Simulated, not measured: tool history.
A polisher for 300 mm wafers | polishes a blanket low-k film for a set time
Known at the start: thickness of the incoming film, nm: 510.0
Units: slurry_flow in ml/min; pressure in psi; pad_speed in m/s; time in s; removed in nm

run 1 hour=0.0 | slurry_flow=175 pressure=1.8 pad_speed=1.28 slurry_solids=1.0 time=91 | removed=47.765
run 2 hour=0.8 | slurry_flow=175 pressure=1.8 pad_speed=1.04 slurry_solids=1.0 time=91 | removed=39.955
run 3 hour=6.9 | slurry_flow=175 pressure=1.8 pad_speed=1.34 slurry_solids=1.0 time=91 | removed=50.082
run 4 hour=15.0 | slurry_flow=175 pressure=1.8 pad_speed=1.18 slurry_solids=1.0 time=91 | removed=46.177
run 5 hour=18.7 | slurry_flow=175 pressure=1.7 pad_speed=1.18 slurry_solids=1.0 time=91 | removed=41.685
run 6 hour=27.1 | slurry_flow=175 pressure=1.7 pad_speed=1.18 slurry_solids=1.0 time=91 | removed=43.127
run 7 hour=29.2 | slurry_flow=175 pressure=1.6 pad_speed=1.16 slurry_solids=1.0 time=91 | removed=40.021

Run 8 comes next. What will it give?
run 8 hour=30.3 | slurry_flow=175 pressure=1.5 pad_speed=1.16 slurry_solids=1.0 time=91 | removed=?

removed: 37.162 nm
